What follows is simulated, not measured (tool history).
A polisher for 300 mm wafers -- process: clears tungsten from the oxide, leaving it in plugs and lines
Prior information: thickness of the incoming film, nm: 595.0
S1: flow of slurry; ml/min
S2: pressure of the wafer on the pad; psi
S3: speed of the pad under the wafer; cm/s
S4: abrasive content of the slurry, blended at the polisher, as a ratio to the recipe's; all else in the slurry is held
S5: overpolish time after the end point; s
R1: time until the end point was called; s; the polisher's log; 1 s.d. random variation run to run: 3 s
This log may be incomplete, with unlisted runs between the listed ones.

run 1 hour=0.0 | S1=260 S2=2.7 S3=114 S4=1.0 S5=8 | R1=129.95
run 2 hour=4.2 | S1=260 S2=2.7 S3=114 S4=1.0 S5=8 | R1=128.72
run 3 hour=11.1 | S1=260 S2=2.4 S3=112 S4=1.0 S5=8 | R1=140.54
run 4 hour=13.3 | S1=260 S2=2.0 S3=112 S4=1.0 S5=8 | R1=168.20
run 5 hour=17.4 | S1=260 S2=1.9 S3=112 S4=1.0 S5=8 | R1=175.49
run 6 hour=21.7 | S1=260 S2=1.9 S3=112 S4=1.0 S5=8 | R1=176.34
run 7 hour=29.4 | S1=260 S2=1.8 S3=112 S4=1.0 S5=8 | R1=183.62

The next listed run, before its measurement:
run 8 hour=36.5 | S1=260 S2=1.7 S3=112 S4=1.0 S5=8 | R1=?

{"run 8": {"R1": 190.91}}

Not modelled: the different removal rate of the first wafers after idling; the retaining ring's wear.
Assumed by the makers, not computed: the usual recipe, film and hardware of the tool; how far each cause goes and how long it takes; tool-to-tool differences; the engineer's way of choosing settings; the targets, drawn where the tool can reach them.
